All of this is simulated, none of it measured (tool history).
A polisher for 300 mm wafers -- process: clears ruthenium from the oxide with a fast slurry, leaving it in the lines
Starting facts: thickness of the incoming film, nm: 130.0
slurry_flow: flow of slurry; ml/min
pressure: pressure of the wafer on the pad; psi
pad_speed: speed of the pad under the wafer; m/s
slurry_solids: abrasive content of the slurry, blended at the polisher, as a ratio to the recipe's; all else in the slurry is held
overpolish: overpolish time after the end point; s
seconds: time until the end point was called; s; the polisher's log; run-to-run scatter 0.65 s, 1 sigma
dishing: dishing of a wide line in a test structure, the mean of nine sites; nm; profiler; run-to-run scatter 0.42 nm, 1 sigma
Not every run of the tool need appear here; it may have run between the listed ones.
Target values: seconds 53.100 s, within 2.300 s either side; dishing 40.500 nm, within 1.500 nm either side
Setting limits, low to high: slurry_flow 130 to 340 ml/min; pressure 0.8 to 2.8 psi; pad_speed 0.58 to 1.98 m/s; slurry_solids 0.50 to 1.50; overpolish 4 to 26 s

run  hour  slurry_flow  pressure  pad_speed  slurry_solids  overpolish  seconds  dishing
  1   0.0          220       1.8       1.28           1.00          13   36.706   34.396
  2   3.8          200       1.8       1.28           1.00          13   36.462   34.037
  3  12.3          200       1.5       1.28           1.00          13   41.694   31.400
  4  20.8          200       1.4       1.28           1.00          14   43.379   31.925
  5  23.2          200       1.3       1.28           1.00          15   43.620   33.478
  6  24.3          225       1.3       1.28           1.00          15   44.305   33.870
     26.2  -- worn pad replaced by a new one
  7  26.2          225       1.2       1.28           1.00          16   41.359   36.618
  8  32.9          210       1.1       1.26           1.00          17   45.118   36.179
  9  39.0          200       1.0       1.24           1.00          18   46.261   35.886
 10  44.0          235       0.8       1.14           0.95          23   56.657   37.036

Exactly one of the 5 candidate moves below puts every result within its allowed miss. Which one?
  A  49.0          170       0.8       0.98           1.35          22        ?        ?
  B  49.0          240       1.1       1.10           0.75          23        ?        ?
  C  49.0          225       1.0       1.12           0.90          24        ?        ?
  D  49.0          300       0.8       1.12           0.95          19        ?        ?
  E  49.0          180       0.8       1.08           1.00          22        ?        ?

move  seconds  dishing
   A   59.060   35.474
   B   55.660   38.165
   C   53.382   40.417
   D   56.684   32.840
   E   59.956   35.091
A: misses by more than the last run did
B: better than the last run, though not everything is in spec
C: all results in spec
D: misses by more than the last run did
E: misses by more than the last run did
So the answer is move C, the one that meets all the targets.
